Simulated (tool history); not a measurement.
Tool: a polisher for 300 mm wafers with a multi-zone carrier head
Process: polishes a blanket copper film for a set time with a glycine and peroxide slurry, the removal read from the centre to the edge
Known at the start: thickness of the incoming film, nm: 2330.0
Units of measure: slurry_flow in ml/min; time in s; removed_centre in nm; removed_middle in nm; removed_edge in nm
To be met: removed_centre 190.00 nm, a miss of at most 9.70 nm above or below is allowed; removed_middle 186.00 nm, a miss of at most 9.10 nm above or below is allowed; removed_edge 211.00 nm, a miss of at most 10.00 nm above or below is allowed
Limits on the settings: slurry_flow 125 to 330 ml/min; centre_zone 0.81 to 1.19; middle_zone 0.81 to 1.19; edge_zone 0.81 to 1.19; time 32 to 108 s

run 1 hour=0.0 | slurry_flow=210 centre_zone=1.00 middle_zone=1.00 edge_zone=1.00 time=70 | removed_centre=302.56 removed_middle=302.21 removed_edge=302.89
run 2 hour=3.0 | slurry_flow=210 centre_zone=1.00 middle_zone=1.00 edge_zone=1.03 time=70 | removed_centre=307.56 removed_middle=300.71 removed_edge=310.98
run 3 hour=4.9 | slurry_flow=205 centre_zone=0.99 middle_zone=0.98 edge_zone=1.02 time=67 | removed_centre=291.31 removed_middle=285.49 removed_edge=300.55
run 4 hour=10.6 | slurry_flow=205 centre_zone=1.05 middle_zone=0.98 edge_zone=1.02 time=67 | removed_centre=301.51 removed_middle=289.68 removed_edge=294.96
run 5 hour=11.4 | slurry_flow=170 centre_zone=1.05 middle_zone=0.98 edge_zone=1.02 time=67 | removed_centre=291.26 removed_middle=277.80 removed_edge=296.88
run 6 hour=12.5 | slurry_flow=170 centre_zone=1.04 middle_zone=0.97 edge_zone=1.02 time=64 | removed_centre=271.59 removed_middle=265.35 removed_edge=281.48
run 7 hour=15.6 | slurry_flow=170 centre_zone=1.04 middle_zone=0.96 edge_zone=1.02 time=62 | removed_centre=267.37 removed_middle=251.52 removed_edge=268.33
run 8 hour=23.7 | slurry_flow=165 centre_zone=1.02 middle_zone=0.95 edge_zone=1.01 time=61 | removed_centre=262.53 removed_middle=246.63 removed_edge=262.83

Consider the 5 candidate settings below. Which is the only one whose results all fall within their allowed miss of target?
run A hour=31.8 | slurry_flow=180 centre_zone=1.05 middle_zone=0.85 edge_zone=0.95 time=43 | removed_centre=? removed_middle=? removed_edge=?
run B hour=31.8 | slurry_flow=180 centre_zone=0.95 middle_zone=0.90 edge_zone=1.06 time=47 | removed_centre=? removed_middle=? removed_edge=?
run C hour=31.8 | slurry_flow=125 centre_zone=0.81 middle_zone=1.12 edge_zone=1.19 time=66 | removed_centre=? removed_middle=? removed_edge=?
run D hour=31.8 | slurry_flow=150 centre_zone=0.99 middle_zone=0.97 edge_zone=1.04 time=73 | removed_centre=? removed_middle=? removed_edge=?
run E hour=31.8 | slurry_flow=125 centre_zone=0.94 middle_zone=1.03 edge_zone=1.14 time=52 | removed_centre=? removed_middle=? removed_edge=?

move=A removed_centre=194.18 removed_middle=161.12 removed_edge=179.89
move=B removed_centre=191.94 removed_middle=184.69 removed_edge=207.20
move=C removed_centre=209.15 removed_middle=287.11 removed_edge=289.98
move=D removed_centre=298.25 removed_middle=294.21 removed_edge=310.08
move=E removed_centre=191.36 removed_middle=210.47 removed_edge=223.70
A: meets the target for the result that was furthest off, but another lies outside its allowed miss
B: every result within its allowed miss
C: lands further from the targets than the last run did
D: lands further from the targets than the last run did
E: meets the target for the result that was furthest off, but another lies outside its allowed miss
B is the move that brings every result within its allowed miss.
